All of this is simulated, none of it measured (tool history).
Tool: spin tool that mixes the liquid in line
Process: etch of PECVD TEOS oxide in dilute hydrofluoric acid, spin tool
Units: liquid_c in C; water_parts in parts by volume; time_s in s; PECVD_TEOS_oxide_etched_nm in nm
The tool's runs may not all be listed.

run 1 hour=0 | liquid_c=24 water_parts=220 time_s=45 | PECVD_TEOS_oxide_etched_nm=2.5912
run 2 hour=2.4 | liquid_c=25 water_parts=210 time_s=45 | PECVD_TEOS_oxide_etched_nm=2.8055
run 3 hour=3.9 | liquid_c=26 water_parts=200 time_s=45 | PECVD_TEOS_oxide_etched_nm=3.1041
run 4 hour=10.7 | liquid_c=28.5 water_parts=200 time_s=45 | PECVD_TEOS_oxide_etched_nm=3.402
run 5 hour=17.6 | liquid_c=28.5 water_parts=200 time_s=35 | PECVD_TEOS_oxide_etched_nm=2.6479
run 6 hour=20.5 | liquid_c=30 water_parts=200 time_s=35 | PECVD_TEOS_oxide_etched_nm=2.8161

Run 7 comes next. What will it give?
run 7 hour=23.3 | liquid_c=32 water_parts=110 time_s=35 | PECVD_TEOS_oxide_etched_nm=?

PECVD_TEOS_oxide_etched_nm: 5.9736 nm
